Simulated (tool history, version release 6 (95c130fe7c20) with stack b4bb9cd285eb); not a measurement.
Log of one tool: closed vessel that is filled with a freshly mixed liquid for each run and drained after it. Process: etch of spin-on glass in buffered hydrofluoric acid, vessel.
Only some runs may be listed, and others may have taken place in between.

run  hour  temperature setpoint of the liquid (C)  parts of 40 % ammonium fluoride to one part of 49 % hydrofluoric acid (parts by volume)  time in the liquid (s)  thickness taken off the spin-on glass on a monitor wafer (nm)
  1     0                                      20                                                                                     12.5                      90                                                         180.48
  2     7                                      20                                                                                     12.5                      90                                                         178.03
  3  15.7                                      20                                                                                     12.5                     100                                                         200.41
  4  19.2                                      23                                                                                     12.5                     100                                                         232.12
  5  22.7                                    23.5                                                                                     11.5                     100                                                         260.79
  6  29.7                                      24                                                                                       11                     100                                                         278.14
  7  33.3                                    24.5                                                                                     10.5                     100                                                         300.47
  8  39.7                                      25                                                                                       10                     100                                                         323.88

Run 9, settings as shown, results not yet in. Your forecast:
  9  46.1                                    25.5                                                                                      9.5                     100                                                              ?

{"run 9": {"thickness taken off the spin-on glass on a monitor wafer (nm)": 344.34}}
